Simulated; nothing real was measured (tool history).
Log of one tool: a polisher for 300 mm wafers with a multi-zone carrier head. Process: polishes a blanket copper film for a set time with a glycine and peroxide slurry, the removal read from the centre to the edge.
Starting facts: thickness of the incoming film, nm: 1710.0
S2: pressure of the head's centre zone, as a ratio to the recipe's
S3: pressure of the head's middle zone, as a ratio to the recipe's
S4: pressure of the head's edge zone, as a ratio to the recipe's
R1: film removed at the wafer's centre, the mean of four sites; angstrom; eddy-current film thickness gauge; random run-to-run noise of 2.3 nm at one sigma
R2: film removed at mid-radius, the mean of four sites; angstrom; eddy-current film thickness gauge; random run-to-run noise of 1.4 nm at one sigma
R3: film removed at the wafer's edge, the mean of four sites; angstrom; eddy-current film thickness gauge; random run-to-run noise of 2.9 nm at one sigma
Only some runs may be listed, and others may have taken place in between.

{"run": 1, "hour": 0.0, "flow of slurry (ml/min)": 300, "S2": 1, "S3": 1, "S4": 1, "polishing time (s)": 36, "R1": 1659.6, "R2": 1678, "R3": 1660.5}
{"run": 2, "hour": 6.6, "flow of slurry (ml/min)": 250, "S2": 1, "S3": 1, "S4": 1, "polishing time (s)": 36, "R1": 1642.6, "R2": 1639.2, "R3": 1655.7}
{"run": 3, "hour": 8.8, "flow of slurry (ml/min)": 240, "S2": 1.02, "S3": 1, "S4": 1.02, "polishing time (s)": 37, "R1": 1706.1, "R2": 1678.1, "R3": 1727}
{"run": 4, "hour": 14.9, "flow of slurry (ml/min)": 300, "S2": 1.02, "S3": 1, "S4": 1.02, "polishing time (s)": 37, "R1": 1740.7, "R2": 1726.5, "R3": 1794.5}
{"run": 5, "hour": 21.8, "flow of slurry (ml/min)": 300, "S2": 0.94, "S3": 1, "S4": 1.02, "polishing time (s)": 37, "R1": 1622.7, "R2": 1735.4, "R3": 1746.1}
{"run": 6, "hour": 26.7, "flow of slurry (ml/min)": 300, "S2": 0.94, "S3": 1, "S4": 1.02, "polishing time (s)": 29, "R1": 1284.8, "R2": 1348.5, "R3": 1370.3}
{"run": 7, "hour": 29.8, "flow of slurry (ml/min)": 315, "S2": 1.04, "S3": 0.95, "S4": 1.12, "polishing time (s)": 39, "R1": 1906.4, "R2": 1729.5, "R3": 1959.6}

Estimate the outcome of run 8 from the log above:
{"run": 8, "hour": 35.6, "flow of slurry (ml/min)": 325, "S2": 1.05, "S3": 0.96, "S4": 1.13, "polishing time (s)": 39, "R1": "?", "R2": "?", "R3": "?"}

Run 8 gave R1 1940.4 angstrom, R2 1768.4 angstrom, R3 1959.1 angstrom.

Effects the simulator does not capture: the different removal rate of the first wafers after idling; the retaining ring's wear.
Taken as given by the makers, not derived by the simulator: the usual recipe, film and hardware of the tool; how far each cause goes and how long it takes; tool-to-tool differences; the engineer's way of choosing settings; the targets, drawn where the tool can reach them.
